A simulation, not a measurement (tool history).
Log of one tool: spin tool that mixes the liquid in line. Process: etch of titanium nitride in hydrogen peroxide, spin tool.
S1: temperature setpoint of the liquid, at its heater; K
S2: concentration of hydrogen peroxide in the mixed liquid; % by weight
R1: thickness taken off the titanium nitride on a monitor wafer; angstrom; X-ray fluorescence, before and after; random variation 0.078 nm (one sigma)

Run 1, hour 0: S1 319.15 K, S2 19.5 % by weight, time under the liquid (s) 270. Result: R1 63.046 angstrom.
Run 2, hour 6.8: S1 319.15 K, S2 19.5 % by weight, time under the liquid (s) 295. Result: R1 69.607 angstrom.
Run 3, hour 11.8: S1 321.15 K, S2 19.5 % by weight, time under the liquid (s) 295. Result: R1 80.458 angstrom.
Run 4, hour 15.6: S1 321.15 K, S2 17 % by weight, time under the liquid (s) 295. Result: R1 78.049 angstrom.
Run 5, hour 18.1: S1 321.15 K, S2 17 % by weight, time under the liquid (s) 295. Result: R1 78.361 angstrom.
Run 6, hour 23.2: S1 321.15 K, S2 21 % by weight, time under the liquid (s) 295. Result: R1 82.502 angstrom.

Run 7 comes next. What will it give?
Run 7, hour 25.5: S1 327.15 K, S2 21 % by weight, time under the liquid (s) 295. Result: R1 ?.

{"run 7": {"R1": 126.4}}
